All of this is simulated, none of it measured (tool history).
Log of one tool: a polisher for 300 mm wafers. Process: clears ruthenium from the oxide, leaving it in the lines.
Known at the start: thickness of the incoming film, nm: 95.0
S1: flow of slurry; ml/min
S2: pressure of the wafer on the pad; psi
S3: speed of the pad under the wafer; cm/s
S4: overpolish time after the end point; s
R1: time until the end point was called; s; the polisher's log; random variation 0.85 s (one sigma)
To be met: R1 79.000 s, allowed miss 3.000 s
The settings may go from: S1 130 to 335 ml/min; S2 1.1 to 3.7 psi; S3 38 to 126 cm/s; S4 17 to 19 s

run 1 hour=0.0 | S1=215 S2=2.4 S3=82 S4=17 | R1=97.297
run 2 hour=4.8 | S1=215 S2=1.9 S3=82 S4=17 | R1=122.480
run 3 hour=9.6 | S1=215 S2=1.9 S3=82 S4=19 | R1=119.630
run 4 hour=18.6 | S1=260 S2=1.9 S3=82 S4=19 | R1=117.470
run 5 hour=21.8 | S1=260 S2=2.1 S3=82 S4=19 | R1=106.120
run 6 hour=25.5 | S1=260 S2=2.5 S3=82 S4=19 | R1=91.191
run 7 hour=30.9 | S1=260 S2=2.6 S3=82 S4=19 | R1=87.083
run 8 hour=34.3 | S1=260 S2=2.7 S3=82 S4=19 | R1=84.406

Which of these 5 next moves meets every target?
run A hour=37.7 | S1=230 S2=2.8 S3=76 S4=19 | R1=?
run B hour=37.7 | S1=235 S2=2.5 S3=82 S4=19 | R1=?
run C hour=37.7 | S1=235 S2=3.4 S3=70 S4=19 | R1=?
run D hour=37.7 | S1=285 S2=2.6 S3=80 S4=19 | R1=?
run E hour=37.7 | S1=225 S2=2.3 S3=84 S4=17 | R1=?

move=A R1=88.608
move=B R1=91.668
move=C R1=79.158
move=D R1=88.474
move=E R1=97.625
A: further off than the last run
B: further off than the last run
C: meets every target
D: further off than the last run
E: further off than the last run
Answer: C
